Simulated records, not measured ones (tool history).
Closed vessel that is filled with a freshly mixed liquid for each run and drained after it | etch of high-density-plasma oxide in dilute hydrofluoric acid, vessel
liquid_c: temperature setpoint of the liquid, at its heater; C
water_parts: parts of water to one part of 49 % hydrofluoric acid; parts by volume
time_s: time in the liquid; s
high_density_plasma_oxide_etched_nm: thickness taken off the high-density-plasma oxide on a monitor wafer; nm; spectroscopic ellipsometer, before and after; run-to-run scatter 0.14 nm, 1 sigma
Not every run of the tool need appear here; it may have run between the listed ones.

run,hour,liquid_c,water_parts,time_s,high_density_plasma_oxide_etched_nm
1,0.0,25.0,160,395,13.625
2,6.7,26.0,160,395,14.268
3,15.0,26.5,160,395,14.483
4,22.2,26.5,105,395,23.506
5,31.5,26.5,130,395,18.308
6,34.9,29.5,130,395,20.476

Predict the results of run 7:
7,40.6,28.0,130,395,?

Run 7 came out at high_density_plasma_oxide_etched_nm 19.257 nm.

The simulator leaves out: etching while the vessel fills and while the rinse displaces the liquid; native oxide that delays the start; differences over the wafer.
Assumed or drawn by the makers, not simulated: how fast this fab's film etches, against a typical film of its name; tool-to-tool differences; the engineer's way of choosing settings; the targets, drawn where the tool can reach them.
